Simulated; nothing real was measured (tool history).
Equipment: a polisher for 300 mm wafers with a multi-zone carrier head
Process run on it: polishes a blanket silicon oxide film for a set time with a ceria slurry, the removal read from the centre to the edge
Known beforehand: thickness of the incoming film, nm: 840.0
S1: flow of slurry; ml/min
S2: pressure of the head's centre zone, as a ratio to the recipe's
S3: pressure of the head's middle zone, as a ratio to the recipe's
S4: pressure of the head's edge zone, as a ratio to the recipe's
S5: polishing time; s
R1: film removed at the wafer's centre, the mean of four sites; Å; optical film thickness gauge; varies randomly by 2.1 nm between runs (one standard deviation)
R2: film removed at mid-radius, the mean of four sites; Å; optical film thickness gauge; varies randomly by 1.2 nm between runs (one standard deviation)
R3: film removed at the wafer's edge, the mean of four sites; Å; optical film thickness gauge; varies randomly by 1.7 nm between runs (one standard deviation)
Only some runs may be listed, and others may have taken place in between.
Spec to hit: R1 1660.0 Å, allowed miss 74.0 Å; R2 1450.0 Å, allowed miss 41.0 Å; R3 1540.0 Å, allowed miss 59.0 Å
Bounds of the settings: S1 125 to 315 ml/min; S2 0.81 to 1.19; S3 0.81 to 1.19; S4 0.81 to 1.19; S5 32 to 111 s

run	day	S1	S2	S3	S4	S5	R1	R2	R3
1	0.000	205	1.00	1.00	1.00	71	2811.7	2868.7	2793.4
2	0.192	205	1.00	0.97	1.00	71	2845.0	2783.9	2867.7
3	0.288	205	1.08	0.97	1.00	71	3055.1	2778.3	2850.7
4	0.538	195	1.07	0.95	0.97	60	2529.4	2255.6	2348.6
5	0.588	195	1.07	0.88	0.97	60	2482.8	2153.1	2333.4
6	0.667	185	1.06	0.87	0.93	54	2226.9	1927.6	2056.8
7	0.983	175	1.05	0.85	0.91	50	2074.0	1700.7	1908.7
8	1.354	185	1.03	0.86	0.89	47	1878.3	1626.5	1768.2
9	1.496	190	1.03	0.86	0.87	46	1911.9	1610.9	1722.1
10	1.783	190	1.01	0.86	0.86	45	1807.2	1577.9	1647.6
11	2.104	185	1.00	0.85	0.85	45	1736.7	1548.5	1666.8
12	2.379	185	1.00	0.85	0.85	45	1750.4	1532.2	1646.9
13	2.404	185	1.00	0.85	0.84	44	1746.2	1506.3	1601.7
14	2.688	185	1.00	0.85	0.84	44	1684.4	1513.0	1611.5
15	2.908	185	1.00	0.85	0.83	44	1687.4	1502.5	1619.2

Below are 4 possible settings for the next run. Only one of them brings all results inside the allowed miss of their targets. Which is it?
A	3.129	195	0.96	0.86	0.82	44	?	?	?
B	3.129	175	1.00	0.84	0.81	43	?	?	?
C	3.129	195	0.93	0.88	0.83	44	?	?	?
D	3.129	160	0.90	0.82	0.81	48	?	?	?

move	R1	R2	R3
A	1657.9	1535.1	1607.3
B	1650.6	1443.7	1541.2
C	1607.5	1564.7	1615.4
D	1629.1	1553.3	1699.0
A: further off than the last run
B: all results land within tolerance of their targets
C: further off than the last run
D: further off than the last run
Correct choice: B, which meets every target
